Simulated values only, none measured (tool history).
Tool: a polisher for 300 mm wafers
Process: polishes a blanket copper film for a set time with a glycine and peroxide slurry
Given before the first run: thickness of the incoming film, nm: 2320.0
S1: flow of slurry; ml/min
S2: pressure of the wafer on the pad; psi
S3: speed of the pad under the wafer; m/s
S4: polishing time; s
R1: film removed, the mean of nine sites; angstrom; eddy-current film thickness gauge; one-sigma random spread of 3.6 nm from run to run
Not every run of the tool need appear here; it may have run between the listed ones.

run  hour   S1   S2    S3  S4      R1
  1     0  190  3.5  0.94  43  2524.4
  2   6.8  160  3.5  0.94  43  2510.7
  3   8.1  160  3.8  0.94  43  2736.1
  4    14  140  3.8  0.94  43    2598
  5  20.6  140  3.8  1.08  43  2904.6
  6  25.1  170  3.8  1.08  43  3049.1

For run 7, what comes out?
  7  29.5  180  3.9  1.08  43   ?

Logged for run 7: R1 3181.6 angstrom.

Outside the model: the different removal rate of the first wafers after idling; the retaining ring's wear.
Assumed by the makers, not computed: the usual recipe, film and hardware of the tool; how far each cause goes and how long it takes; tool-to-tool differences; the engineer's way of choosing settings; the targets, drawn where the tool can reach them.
